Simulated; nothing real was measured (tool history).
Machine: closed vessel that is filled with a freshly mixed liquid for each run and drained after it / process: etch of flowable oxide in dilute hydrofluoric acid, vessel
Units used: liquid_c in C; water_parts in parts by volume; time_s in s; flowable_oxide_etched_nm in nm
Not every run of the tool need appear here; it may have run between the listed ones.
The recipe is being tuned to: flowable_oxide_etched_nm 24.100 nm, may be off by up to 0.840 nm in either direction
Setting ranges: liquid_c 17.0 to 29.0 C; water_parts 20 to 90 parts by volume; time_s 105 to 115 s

| run | hour | liquid_c | water_parts | time_s | flowable_oxide_etched_nm |
|---|---|---|---|---|---|
| 1 | 0.0 | 21.0 | 50 | 105 | 40.387 |
| 2 | 2.1 | 21.0 | 50 | 115 | 44.770 |
| 3 | 10.0 | 18.0 | 50 | 115 | 39.198 |
| 4 | 17.9 | 18.0 | 35 | 115 | 55.770 |
| 5 | 25.4 | 17.5 | 45 | 115 | 42.707 |
| 6 | 28.7 | 17.5 | 30 | 115 | 63.286 |
| 7 | 30.3 | 17.5 | 30 | 115 | 64.096 |
| 8 | 31.3 | 17.5 | 40 | 115 | 48.478 |
| 9 | 40.2 | 17.5 | 50 | 115 | 37.348 |
| 10 | 48.2 | 17.5 | 55 | 115 | 33.660 |
| 11 | 51.5 | 17.5 | 60 | 115 | 31.431 |
| 12 | 60.7 | 17.5 | 65 | 115 | 28.611 |
|  | 69.2 | thermometer replaced |
| 13 | 69.2 | 17.0 | 70 | 115 | 28.129 |
| 14 | 72.0 | 17.0 | 75 | 115 | 26.062 |

Of the 5 settings listed for the next run, only one would bring every result within its allowed miss of target. Which one?
| A | 74.8 | 20.5 | 90 | 110 | ? |
| B | 74.8 | 22.0 | 85 | 105 | ? |
| C | 74.8 | 21.0 | 80 | 105 | ? |
| D | 74.8 | 17.0 | 70 | 105 | ? |
| E | 74.8 | 18.5 | 90 | 110 | ? |

| move | flowable_oxide_etched_nm |
|---|---|
| A | 24.121 |
| B | 26.076 |
| C | 26.751 |
| D | 26.128 |
| E | 22.199 |
A: hits every target within its allowed miss
B: as far off as the last run
C: further off than the last run
D: as far off as the last run
E: the result that was furthest off in the last run now lies on the other side of its target
The right move is A.

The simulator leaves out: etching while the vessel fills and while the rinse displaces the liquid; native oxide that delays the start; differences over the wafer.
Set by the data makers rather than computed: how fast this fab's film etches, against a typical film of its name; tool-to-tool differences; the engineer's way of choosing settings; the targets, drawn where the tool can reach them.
